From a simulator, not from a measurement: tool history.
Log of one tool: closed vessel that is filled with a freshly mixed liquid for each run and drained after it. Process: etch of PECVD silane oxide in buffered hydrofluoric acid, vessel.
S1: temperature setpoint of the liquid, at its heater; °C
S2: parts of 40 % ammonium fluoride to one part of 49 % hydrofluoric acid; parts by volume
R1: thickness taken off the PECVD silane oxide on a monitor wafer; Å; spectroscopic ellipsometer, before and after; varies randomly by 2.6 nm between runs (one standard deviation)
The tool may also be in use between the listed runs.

run 1 hour=0.0 | S1=23.0 S2=10.0 time_in_the_liquid_(s)=105 | R1=2879.1
run 2 hour=4.1 | S1=23.0 S2=10.0 time_in_the_liquid_(s)=110 | R1=3044.3
run 3 hour=9.8 | S1=23.0 S2=12.5 time_in_the_liquid_(s)=110 | R1=2428.7
run 4 hour=12.2 | S1=24.0 S2=12.5 time_in_the_liquid_(s)=110 | R1=2554.3
run 5 hour=18.2 | S1=25.0 S2=12.5 time_in_the_liquid_(s)=110 | R1=2692.9
run 6 hour=25.2 | S1=26.0 S2=12.5 time_in_the_liquid_(s)=110 | R1=2848.7
run 7 hour=26.6 | S1=26.5 S2=12.5 time_in_the_liquid_(s)=110 | R1=2873.2

Run 8 comes next. What will it give?
run 8 hour=31.0 | S1=27.0 S2=12.5 time_in_the_liquid_(s)=110 | R1=?

{"run 8": {"R1": 3009.4}}
